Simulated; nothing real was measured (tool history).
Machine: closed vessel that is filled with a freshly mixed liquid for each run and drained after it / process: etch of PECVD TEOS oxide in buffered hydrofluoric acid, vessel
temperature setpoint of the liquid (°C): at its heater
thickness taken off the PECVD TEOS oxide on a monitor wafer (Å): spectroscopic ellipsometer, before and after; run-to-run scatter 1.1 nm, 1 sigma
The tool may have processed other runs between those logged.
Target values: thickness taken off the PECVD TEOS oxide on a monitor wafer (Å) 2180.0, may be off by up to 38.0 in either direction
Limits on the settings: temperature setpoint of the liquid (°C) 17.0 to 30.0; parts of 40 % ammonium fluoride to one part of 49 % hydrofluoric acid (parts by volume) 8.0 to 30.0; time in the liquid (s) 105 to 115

run	hour	temperature setpoint of the liquid (°C)	parts of 40 % ammonium fluoride to one part of 49 % hydrofluoric acid (parts by volume)	time in the liquid (s)	thickness taken off the PECVD TEOS oxide on a monitor wafer (Å)
1	0.0	22.0	21.5	105	1445.4
2	2.2	23.5	21.5	105	1606.1
3	3.0	26.5	21.5	105	1850.0
4	7.3	27.0	21.5	105	1906.5
5	14.3	28.5	21.5	105	2067.0
6	17.7	26.5	21.5	105	1872.2
7	26.6	27.0	21.5	105	1923.2
8	34.1	27.5	21.5	105	1991.3
9	41.2	28.0	21.5	105	2041.6

4 candidate next runs follow, results not yet known. Just one meets every target within its allowed miss. Identify it.
A	48.3	24.5	20.0	115	?
B	48.3	29.5	21.5	105	?
C	48.3	28.0	19.5	110	?
D	48.3	27.5	23.0	105	?

move	thickness taken off the PECVD TEOS oxide on a monitor wafer (Å)
A	1932.2
B	2196.6
C	2288.9
D	1885.3
A: lands further from the targets than the last run did
B: every result lands within tolerance
C: takes the result that was furthest off past its target
D: lands further from the targets than the last run did
Go with B: it meets all targets.

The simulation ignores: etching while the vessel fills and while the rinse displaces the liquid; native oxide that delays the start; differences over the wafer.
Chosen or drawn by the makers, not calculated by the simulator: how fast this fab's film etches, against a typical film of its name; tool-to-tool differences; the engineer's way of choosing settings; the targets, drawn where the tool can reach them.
